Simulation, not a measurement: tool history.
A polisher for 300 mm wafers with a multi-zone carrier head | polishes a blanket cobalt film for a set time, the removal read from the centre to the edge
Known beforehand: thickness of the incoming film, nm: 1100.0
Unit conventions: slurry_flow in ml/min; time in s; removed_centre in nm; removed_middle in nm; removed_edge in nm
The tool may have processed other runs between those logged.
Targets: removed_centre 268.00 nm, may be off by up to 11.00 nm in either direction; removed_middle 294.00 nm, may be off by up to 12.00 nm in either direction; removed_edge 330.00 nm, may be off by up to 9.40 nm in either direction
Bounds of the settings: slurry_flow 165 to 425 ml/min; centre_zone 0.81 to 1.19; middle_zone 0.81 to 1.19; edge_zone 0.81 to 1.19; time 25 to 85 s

run	hour	slurry_flow	centre_zone	middle_zone	edge_zone	time	removed_centre	removed_middle	removed_edge
1	0.0	275	1.00	1.00	1.00	55	467.93	455.90	461.97
2	4.1	265	0.96	0.98	1.00	51	417.30	417.87	428.06
3	5.7	255	0.93	0.96	1.01	48	383.60	378.66	397.27
4	13.2	255	0.93	0.92	1.01	48	387.79	366.68	400.66
5	14.9	245	0.91	0.93	1.04	46	361.21	351.20	389.56
6	20.7	245	0.91	0.93	1.08	46	355.70	353.26	395.03
7	24.7	215	0.81	0.92	1.07	35	240.56	262.98	295.41
8	26.5	290	0.85	0.97	1.17	35	269.95	287.63	317.97

Which one of the following 4 next-run settings gets every result inside its allowed miss? There is exactly one.
A	28.3	270	0.84	1.11	1.09	36	?	?	?
B	28.3	250	0.83	1.11	1.18	37	?	?	?
C	28.3	295	0.81	1.02	1.11	39	?	?	?
D	28.3	275	0.82	0.97	1.16	37	?	?	?

move	removed_centre	removed_middle	removed_edge
A	268.48	324.70	312.66
B	270.29	330.50	332.27
C	285.16	330.64	344.90
D	270.84	298.27	332.91
A: further off than the last run
B: puts the biggest miss on target and leaves a different result outside tolerance
C: carries the result that was furthest off beyond its target, to the other side
D: in spec on every target
The move that meets every target is D.

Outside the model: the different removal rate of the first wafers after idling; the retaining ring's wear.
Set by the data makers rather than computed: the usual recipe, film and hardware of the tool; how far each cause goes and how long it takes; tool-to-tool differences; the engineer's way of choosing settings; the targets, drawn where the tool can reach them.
